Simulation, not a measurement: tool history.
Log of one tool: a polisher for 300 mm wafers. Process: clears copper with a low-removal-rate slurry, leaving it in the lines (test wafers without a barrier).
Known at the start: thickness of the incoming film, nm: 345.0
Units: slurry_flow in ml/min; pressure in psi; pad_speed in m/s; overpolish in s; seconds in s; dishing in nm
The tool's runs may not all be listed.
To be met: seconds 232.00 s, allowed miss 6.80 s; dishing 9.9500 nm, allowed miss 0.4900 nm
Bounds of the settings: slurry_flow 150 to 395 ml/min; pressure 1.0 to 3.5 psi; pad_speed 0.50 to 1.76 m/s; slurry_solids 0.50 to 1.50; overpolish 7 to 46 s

run 1 day=0.000 | slurry_flow=250 pressure=2.2 pad_speed=1.12 slurry_solids=1.00 overpolish=24 | seconds=165.43 dishing=24.1140
run 2 day=0.233 | slurry_flow=250 pressure=2.0 pad_speed=1.14 slurry_solids=1.00 overpolish=22 | seconds=176.11 dishing=22.2410
run 3 day=0.288 | slurry_flow=250 pressure=1.5 pad_speed=1.14 slurry_solids=1.00 overpolish=22 | seconds=216.86 dishing=19.5100
run 4 day=0.442 | slurry_flow=250 pressure=1.4 pad_speed=1.16 slurry_solids=1.00 overpolish=20 | seconds=226.98 dishing=17.5650
run 5 day=0.629 | slurry_flow=245 pressure=1.3 pad_speed=1.20 slurry_solids=0.95 overpolish=18 | seconds=235.08 dishing=15.4470
run 6 day=0.654 | slurry_flow=245 pressure=1.3 pad_speed=1.20 slurry_solids=0.85 overpolish=18 | seconds=239.67 dishing=15.4970
run 7 day=0.833 | slurry_flow=230 pressure=1.3 pad_speed=1.24 slurry_solids=0.80 overpolish=16 | seconds=245.41 dishing=13.9340
run 8 day=0.933 | slurry_flow=220 pressure=1.3 pad_speed=1.26 slurry_solids=0.75 overpolish=15 | seconds=245.59 dishing=12.9330
run 9 day=1.146 | slurry_flow=220 pressure=1.3 pad_speed=1.26 slurry_solids=0.70 overpolish=14 | seconds=250.41 dishing=12.2750
run 10 day=1.354 | slurry_flow=220 pressure=1.3 pad_speed=1.26 slurry_solids=0.65 overpolish=13 | seconds=253.58 dishing=11.0440
run 11 day=1.675 | slurry_flow=240 pressure=1.6 pad_speed=1.26 slurry_solids=0.50 overpolish=9 | seconds=239.04 dishing=9.0063
run 12 day=1.858 | slurry_flow=230 pressure=1.6 pad_speed=1.28 slurry_solids=0.55 overpolish=11 | seconds=228.31 dishing=10.8610
run 13 day=1.954 | slurry_flow=235 pressure=1.6 pad_speed=1.28 slurry_solids=0.55 overpolish=11 | seconds=228.92 dishing=10.8140
run 14 day=2.238 | slurry_flow=235 pressure=1.6 pad_speed=1.28 slurry_solids=0.55 overpolish=11 | seconds=228.17 dishing=11.0770

5 next moves are on the table. One of them brings every result within its allowed miss. Which?
run A day=2.521 | slurry_flow=255 pressure=1.8 pad_speed=1.12 slurry_solids=0.65 overpolish=12 | seconds=? dishing=?
run B day=2.521 | slurry_flow=255 pressure=1.6 pad_speed=1.32 slurry_solids=0.50 overpolish=13 | seconds=? dishing=?
run C day=2.521 | slurry_flow=200 pressure=1.7 pad_speed=1.30 slurry_solids=0.50 overpolish=10 | seconds=? dishing=?
run D day=2.521 | slurry_flow=220 pressure=1.9 pad_speed=1.10 slurry_solids=0.50 overpolish=13 | seconds=? dishing=?
run E day=2.521 | slurry_flow=260 pressure=1.7 pad_speed=1.24 slurry_solids=0.50 overpolish=13 | seconds=? dishing=?

move=A seconds=213.51 dishing=12.3680
move=B seconds=223.47 dishing=12.6930
move=C seconds=226.98 dishing=10.0900
move=D seconds=231.95 dishing=12.3510
move=E seconds=223.50 dishing=12.7050
A: further off than the last run
B: further off than the last run
C: meets every target
D: further off than the last run
E: further off than the last run
Move C is the one to make.
